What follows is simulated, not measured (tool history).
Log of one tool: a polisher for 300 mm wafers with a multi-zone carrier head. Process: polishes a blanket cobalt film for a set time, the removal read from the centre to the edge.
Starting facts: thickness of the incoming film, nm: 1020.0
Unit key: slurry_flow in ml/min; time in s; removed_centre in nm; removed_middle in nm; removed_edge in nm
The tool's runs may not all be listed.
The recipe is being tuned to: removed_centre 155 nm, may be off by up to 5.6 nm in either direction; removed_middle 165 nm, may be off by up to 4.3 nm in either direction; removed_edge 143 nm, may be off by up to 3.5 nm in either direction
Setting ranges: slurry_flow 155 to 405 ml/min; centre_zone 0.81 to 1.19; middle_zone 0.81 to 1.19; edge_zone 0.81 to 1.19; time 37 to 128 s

Run 1, day 0: slurry_flow 260 ml/min, centre_zone 1, middle_zone 1, edge_zone 1, time 82 s. Result: removed_centre 214.59 nm, removed_middle 210.72 nm, removed_edge 205.92 nm.
Run 2, day 0.15: slurry_flow 260 ml/min, centre_zone 1, middle_zone 1, edge_zone 1, time 74 s. Result: removed_centre 191.89 nm, removed_middle 188.89 nm, removed_edge 183.55 nm.
Run 3, day 0.233: slurry_flow 205 ml/min, centre_zone 1, middle_zone 1, edge_zone 1, time 74 s. Result: removed_centre 182.62 nm, removed_middle 183.52 nm, removed_edge 179.24 nm.
Run 4, day 0.275: slurry_flow 205 ml/min, centre_zone 1.04, middle_zone 1, edge_zone 1, time 74 s. Result: removed_centre 190.57 nm, removed_middle 182.55 nm, removed_edge 180.63 nm.
Run 5, day 0.362: slurry_flow 205 ml/min, centre_zone 1.04, middle_zone 1, edge_zone 1.08, time 74 s. Result: removed_centre 191.18 nm, removed_middle 183.57 nm, removed_edge 185.87 nm.
Run 6, day 0.554: slurry_flow 205 ml/min, centre_zone 1.04, middle_zone 1.01, edge_zone 1.06, time 72 s. Result: removed_centre 186.74 nm, removed_middle 180.23 nm, removed_edge 179.52 nm.
Run 7, day 0.829: slurry_flow 205 ml/min, centre_zone 1.04, middle_zone 1.02, edge_zone 1.04, time 71 s. Result: removed_centre 181.39 nm, removed_middle 179.34 nm, removed_edge 173.89 nm.
Run 8, day 1.075: slurry_flow 205 ml/min, centre_zone 1.04, middle_zone 1.02, edge_zone 1.02, time 70 s. Result: removed_centre 181.66 nm, removed_middle 175.7 nm, removed_edge 168.94 nm.
Run 9, day 1.179: slurry_flow 205 ml/min, centre_zone 1.04, middle_zone 1.02, edge_zone 1.02, time 70 s. Result: removed_centre 181.73 nm, removed_middle 175.5 nm, removed_edge 173.04 nm.

Below are 4 possible settings for the next run. Only one of them brings all results inside the allowed miss of their targets. Which is it?
Run A, day 1.283: slurry_flow 220 ml/min, centre_zone 1.13, middle_zone 1.11, edge_zone 0.91, time 61 s. Result: removed_centre ?, removed_middle ?, removed_edge ?.
Run B, day 1.283: slurry_flow 220 ml/min, centre_zone 1.01, middle_zone 1.1, edge_zone 0.91, time 61 s. Result: removed_centre ?, removed_middle ?, removed_edge ?.
Run C, day 1.283: slurry_flow 270 ml/min, centre_zone 1.08, middle_zone 1.02, edge_zone 0.99, time 60 s. Result: removed_centre ?, removed_middle ?, removed_edge ?.
Run D, day 1.283: slurry_flow 225 ml/min, centre_zone 1.06, middle_zone 1.16, edge_zone 1.12, time 58 s. Result: removed_centre ?, removed_middle ?, removed_edge ?.

move  removed_centre  removed_middle  removed_edge
   A          171.82          167.04         144.2
   B          154.58          165.85        144.22
   C          166.81          157.13        150.07
   D          154.44          165.52        150.08
A: puts the biggest miss on target and leaves a different result outside tolerance
B: meets every target
C: an improvement on the last run, though not all results are within tolerance
D: an improvement on the last run, though not all results are within tolerance
B is the move that brings every result within its allowed miss.
